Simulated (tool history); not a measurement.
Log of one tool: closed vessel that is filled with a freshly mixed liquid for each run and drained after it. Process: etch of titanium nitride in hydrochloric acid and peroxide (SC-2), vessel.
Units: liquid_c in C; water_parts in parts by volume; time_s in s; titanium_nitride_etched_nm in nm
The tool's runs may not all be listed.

run,hour,liquid_c,water_parts,time_s,titanium_nitride_etched_nm
1,0.0,45.0,7.5,1335,48.866
2,3.5,45.0,9.0,1335,42.599
3,10.2,46.5,9.0,1335,46.850
4,15.6,46.5,9.0,1435,50.341
# hour 22.0: new drum of peroxide connected
5,22.0,47.5,9.0,1435,57.332
6,28.4,47.5,12.0,1435,45.001

The next listed run, before its measurement:
7,31.7,48.5,12.0,1435,?

{"run 7": {"titanium_nitride_etched_nm": 48.274}}
